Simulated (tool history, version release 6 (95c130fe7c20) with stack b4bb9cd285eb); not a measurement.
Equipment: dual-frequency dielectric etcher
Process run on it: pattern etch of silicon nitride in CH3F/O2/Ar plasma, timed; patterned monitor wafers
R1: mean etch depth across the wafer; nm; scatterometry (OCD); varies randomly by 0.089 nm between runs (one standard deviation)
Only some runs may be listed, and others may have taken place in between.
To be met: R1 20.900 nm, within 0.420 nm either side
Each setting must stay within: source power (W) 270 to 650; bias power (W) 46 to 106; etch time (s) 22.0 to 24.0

run 1 hour=0.0 | source_power_(W)=460 bias_power_(W)=76 etch_time_(s)=24.0 | R1=18.531
run 2 hour=4.4 | source_power_(W)=400 bias_power_(W)=76 etch_time_(s)=24.0 | R1=17.080
run 3 hour=9.4 | source_power_(W)=320 bias_power_(W)=76 etch_time_(s)=24.0 | R1=14.910
run 4 hour=10.3 | source_power_(W)=370 bias_power_(W)=77 etch_time_(s)=24.0 | R1=16.320
run 5 hour=13.3 | source_power_(W)=410 bias_power_(W)=78 etch_time_(s)=24.0 | R1=17.427
run 6 hour=18.4 | source_power_(W)=470 bias_power_(W)=78 etch_time_(s)=24.0 | R1=18.812
run 7 hour=22.3 | source_power_(W)=470 bias_power_(W)=78 etch_time_(s)=24.0 | R1=18.946
run 8 hour=29.4 | source_power_(W)=490 bias_power_(W)=78 etch_time_(s)=24.0 | R1=19.093
run 9 hour=30.2 | source_power_(W)=590 bias_power_(W)=83 etch_time_(s)=24.0 | R1=21.672
run 10 hour=35.2 | source_power_(W)=580 bias_power_(W)=83 etch_time_(s)=24.0 | R1=21.535

Consider the 4 candidate settings below. Which is the only one whose results all fall within their allowed miss of target?
run A hour=40.2 | source_power_(W)=620 bias_power_(W)=78 etch_time_(s)=24.0 | R1=?
run B hour=40.2 | source_power_(W)=540 bias_power_(W)=85 etch_time_(s)=24.0 | R1=?
run C hour=40.2 | source_power_(W)=540 bias_power_(W)=98 etch_time_(s)=24.0 | R1=?
run D hour=40.2 | source_power_(W)=600 bias_power_(W)=99 etch_time_(s)=23.5 | R1=?

move=A R1=21.685
move=B R1=20.722
move=C R1=21.609
move=D R1=22.373
A: lands further from the targets than the last run did
B: every result lands within tolerance
C: lands further from the targets than the last run did
D: lands further from the targets than the last run did
B is the move that brings every result within its allowed miss.
